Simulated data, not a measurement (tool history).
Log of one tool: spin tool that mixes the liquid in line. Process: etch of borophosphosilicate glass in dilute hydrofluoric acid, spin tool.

| run | hour | temperature setpoint of the liquid (C) | parts of water to one part of 49 % hydrofluoric acid (parts by volume) | time under the liquid (s) | thickness taken off the borophosphosilicate glass on a monitor wafer (angstrom) |
|---|---|---|---|---|---|
| 1 | 0.0 | 22.0 | 220 | 25 | 37.102 |
| 2 | 2.5 | 20.5 | 230 | 25 | 33.597 |
| 3 | 3.4 | 19.5 | 240 | 25 | 30.538 |
| 4 | 9.2 | 21.0 | 240 | 25 | 31.823 |
| 5 | 17.1 | 24.0 | 240 | 25 | 35.763 |
| 6 | 21.7 | 22.0 | 240 | 25 | 33.658 |
| 7 | 23.8 | 20.5 | 245 | 25 | 30.874 |

Run 8 has not been measured yet. What should we expect?
| 8 | 29.6 | 19.5 | 250 | 25 | ? |

{"run 8": {"thickness taken off the borophosphosilicate glass on a monitor wafer (angstrom)": 28.864}}
